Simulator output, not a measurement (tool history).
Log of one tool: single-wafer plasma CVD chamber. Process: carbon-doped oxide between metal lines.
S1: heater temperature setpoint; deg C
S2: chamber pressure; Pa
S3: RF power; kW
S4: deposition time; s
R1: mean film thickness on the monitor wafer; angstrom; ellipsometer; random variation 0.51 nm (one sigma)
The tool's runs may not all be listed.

run 1 hour=0 | S1=335 S2=883 S3=0.53 S4=19.7 | R1=1201.2
run 2 hour=6.6 | S1=335 S2=883 S3=0.605 S4=19.7 | R1=1279.5
run 3 hour=11.3 | S1=335 S2=883 S3=0.54 S4=19.7 | R1=1212.1
run 4 hour=16.4 | S1=335 S2=883 S3=0.54 S4=18.7 | R1=1150.5
run 5 hour=19.9 | S1=343 S2=883 S3=0.54 S4=18.7 | R1=1123.3
run 6 hour=24.7 | S1=343 S2=759 S3=0.54 S4=18.7 | R1=1103.3
run 7 hour=28.2 | S1=340 S2=792 S3=0.555 S4=18.7 | R1=1130.8
run 8 hour=36.7 | S1=338 S2=832 S3=0.565 S4=18.7 | R1=1154.3
run 9 hour=43.6 | S1=336 S2=868 S3=0.575 S4=18.7 | R1=1175

Forecast run 10:
run 10 hour=48 | S1=334 S2=893 S3=0.59 S4=18.7 | R1=?

{"run 10": {"R1": 1198.8}}

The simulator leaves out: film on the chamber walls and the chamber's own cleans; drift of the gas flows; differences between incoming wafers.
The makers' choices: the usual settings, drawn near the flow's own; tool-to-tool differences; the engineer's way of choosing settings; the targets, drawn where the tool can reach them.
